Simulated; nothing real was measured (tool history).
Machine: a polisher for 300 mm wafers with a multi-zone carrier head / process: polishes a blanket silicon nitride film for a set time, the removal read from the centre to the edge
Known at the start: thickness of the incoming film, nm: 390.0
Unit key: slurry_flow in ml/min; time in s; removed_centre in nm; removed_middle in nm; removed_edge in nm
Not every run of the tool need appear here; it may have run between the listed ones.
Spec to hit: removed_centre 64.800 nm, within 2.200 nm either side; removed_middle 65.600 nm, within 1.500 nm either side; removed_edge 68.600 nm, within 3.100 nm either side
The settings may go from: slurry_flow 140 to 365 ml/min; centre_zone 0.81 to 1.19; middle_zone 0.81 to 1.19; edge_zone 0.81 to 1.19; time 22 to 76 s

Run 1, hour 0.0: slurry_flow 235 ml/min, centre_zone 1.00, middle_zone 1.00, edge_zone 1.00, time 49 s. Result: removed_centre 99.378 nm, removed_middle 100.100 nm, removed_edge 99.366 nm.
Run 2, hour 4.9: slurry_flow 235 ml/min, centre_zone 0.96, middle_zone 1.00, edge_zone 1.00, time 49 s. Result: removed_centre 96.615 nm, removed_middle 100.120 nm, removed_edge 97.047 nm.
Run 3, hour 5.8: slurry_flow 235 ml/min, centre_zone 0.96, middle_zone 0.94, edge_zone 1.00, time 49 s. Result: removed_centre 95.724 nm, removed_middle 95.474 nm, removed_edge 99.436 nm.
Run 4, hour 9.1: slurry_flow 225 ml/min, centre_zone 0.93, middle_zone 0.91, edge_zone 0.96, time 45 s. Result: removed_centre 84.223 nm, removed_middle 85.992 nm, removed_edge 88.887 nm.
Run 5, hour 15.2: slurry_flow 225 ml/min, centre_zone 0.93, middle_zone 0.91, edge_zone 0.88, time 45 s. Result: removed_centre 83.289 nm, removed_middle 85.972 nm, removed_edge 86.340 nm.
Run 6, hour 23.8: slurry_flow 215 ml/min, centre_zone 0.92, middle_zone 0.89, edge_zone 0.86, time 42 s. Result: removed_centre 76.710 nm, removed_middle 77.444 nm, removed_edge 81.091 nm.
Run 7, hour 28.2: slurry_flow 220 ml/min, centre_zone 0.92, middle_zone 0.89, edge_zone 0.85, time 40 s. Result: removed_centre 73.812 nm, removed_middle 74.918 nm, removed_edge 75.162 nm.
Run 8, hour 32.6: slurry_flow 220 ml/min, centre_zone 0.91, middle_zone 0.87, edge_zone 0.85, time 39 s. Result: removed_centre 70.897 nm, removed_middle 70.969 nm, removed_edge 74.227 nm.
Run 9, hour 39.0: slurry_flow 225 ml/min, centre_zone 0.90, middle_zone 0.87, edge_zone 0.84, time 38 s. Result: removed_centre 68.171 nm, removed_middle 69.954 nm, removed_edge 70.659 nm.
Run 10, hour 46.1: slurry_flow 225 ml/min, centre_zone 0.89, middle_zone 0.86, edge_zone 0.84, time 38 s. Result: removed_centre 67.694 nm, removed_middle 68.305 nm, removed_edge 71.528 nm.
Run 11, hour 55.1: slurry_flow 230 ml/min, centre_zone 0.89, middle_zone 0.86, edge_zone 0.83, time 38 s. Result: removed_centre 68.671 nm, removed_middle 69.092 nm, removed_edge 71.801 nm.
Run 12, hour 57.4: slurry_flow 175 ml/min, centre_zone 0.87, middle_zone 0.84, edge_zone 0.81, time 37 s. Result: removed_centre 62.808 nm, removed_middle 64.364 nm, removed_edge 68.120 nm.

Exercise: of the 4 proposed moves below, exactly one satisfies all targets within the stated allowed misses. Which move is it?
Run A, hour 59.7: slurry_flow 195 ml/min, centre_zone 0.91, middle_zone 0.82, edge_zone 0.81, time 36 s. Result: removed_centre ?, removed_middle ?, removed_edge ?.
Run B, hour 59.7: slurry_flow 200 ml/min, centre_zone 0.89, middle_zone 0.89, edge_zone 0.83, time 35 s. Result: removed_centre ?, removed_middle ?, removed_edge ?.
Run C, hour 59.7: slurry_flow 245 ml/min, centre_zone 0.82, middle_zone 0.85, edge_zone 0.85, time 35 s. Result: removed_centre ?, removed_middle ?, removed_edge ?.
Run D, hour 59.7: slurry_flow 145 ml/min, centre_zone 0.90, middle_zone 0.86, edge_zone 0.81, time 38 s. Result: removed_centre ?, removed_middle ?, removed_edge ?.

move  removed_centre  removed_middle  removed_edge
   A          65.186          62.099        66.654
   B          62.211          64.074        65.345
   C          58.739          63.521        66.951
   D          65.061          65.065        68.295
A: puts the biggest miss on target and leaves a different result outside tolerance
B: further off than the last run
C: further off than the last run
D: hits every target within its allowed miss
Answer: D
